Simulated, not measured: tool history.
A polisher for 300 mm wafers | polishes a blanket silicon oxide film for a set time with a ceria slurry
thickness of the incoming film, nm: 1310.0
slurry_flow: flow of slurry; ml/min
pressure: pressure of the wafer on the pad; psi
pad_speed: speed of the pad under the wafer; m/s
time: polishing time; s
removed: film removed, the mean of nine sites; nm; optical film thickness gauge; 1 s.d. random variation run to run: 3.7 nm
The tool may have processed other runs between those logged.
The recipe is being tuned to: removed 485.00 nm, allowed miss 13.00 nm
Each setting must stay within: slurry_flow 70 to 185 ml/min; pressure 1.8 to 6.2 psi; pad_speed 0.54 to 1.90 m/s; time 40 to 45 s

Run 1, day 0.000: slurry_flow 120 ml/min, pressure 4.0 psi, pad_speed 1.22 m/s, time 45 s. Result: removed 312.31 nm.
Run 2, day 0.117: slurry_flow 125 ml/min, pressure 4.2 psi, pad_speed 1.22 m/s, time 45 s. Result: removed 324.33 nm.
Run 3, day 0.267: slurry_flow 125 ml/min, pressure 4.8 psi, pad_speed 1.22 m/s, time 45 s. Result: removed 364.70 nm.
Run 4, day 0.438: slurry_flow 125 ml/min, pressure 4.1 psi, pad_speed 1.22 m/s, time 45 s. Result: removed 319.51 nm.
Run 5, day 0.583: slurry_flow 125 ml/min, pressure 4.1 psi, pad_speed 1.22 m/s, time 40 s. Result: removed 285.63 nm.
Run 6, day 0.754: slurry_flow 125 ml/min, pressure 5.1 psi, pad_speed 1.22 m/s, time 40 s. Result: removed 341.10 nm.
Run 7, day 0.817: slurry_flow 130 ml/min, pressure 5.2 psi, pad_speed 1.24 m/s, time 40 s. Result: removed 354.16 nm.
At day 1.188: worn pad replaced by a new one.
Run 8, day 1.188: slurry_flow 130 ml/min, pressure 5.3 psi, pad_speed 1.26 m/s, time 40 s. Result: removed 397.57 nm.
Run 9, day 1.396: slurry_flow 135 ml/min, pressure 5.3 psi, pad_speed 1.26 m/s, time 40 s. Result: removed 395.22 nm.
Run 10, day 1.546: slurry_flow 140 ml/min, pressure 5.3 psi, pad_speed 1.26 m/s, time 40 s. Result: removed 399.13 nm.
Run 11, day 1.892: slurry_flow 145 ml/min, pressure 5.3 psi, pad_speed 1.26 m/s, time 40 s. Result: removed 401.78 nm.
Run 12, day 2.179: slurry_flow 150 ml/min, pressure 5.3 psi, pad_speed 1.26 m/s, time 40 s. Result: removed 405.78 nm.
Run 13, day 2.379: slurry_flow 155 ml/min, pressure 5.4 psi, pad_speed 1.26 m/s, time 40 s. Result: removed 409.88 nm.
Run 14, day 2.733: slurry_flow 155 ml/min, pressure 5.5 psi, pad_speed 1.26 m/s, time 40 s. Result: removed 415.23 nm.
Run 15, day 2.921: slurry_flow 175 ml/min, pressure 6.1 psi, pad_speed 1.26 m/s, time 40 s. Result: removed 469.47 nm.

Next run, 5 choices. One meets every target within its allowed miss, the rest don't. Which?
Run A, day 3.108: slurry_flow 150 ml/min, pressure 5.4 psi, pad_speed 1.44 m/s, time 40 s. Result: removed ?.
Run B, day 3.108: slurry_flow 185 ml/min, pressure 5.8 psi, pad_speed 1.30 m/s, time 40 s. Result: removed ?.
Run C, day 3.108: slurry_flow 180 ml/min, pressure 6.0 psi, pad_speed 1.24 m/s, time 40 s. Result: removed ?.
Run D, day 3.108: slurry_flow 170 ml/min, pressure 6.2 psi, pad_speed 1.20 m/s, time 43 s. Result: removed ?.
Run E, day 3.108: slurry_flow 185 ml/min, pressure 6.1 psi, pad_speed 1.18 m/s, time 41 s. Result: removed ?.

move  removed
   A   468.53
   B   466.02
   C   456.17
   D   484.09
   E   453.74
A: further off than the last run
B: further off than the last run
C: further off than the last run
D: in spec on every target
E: further off than the last run
Correct choice: D, which meets every target
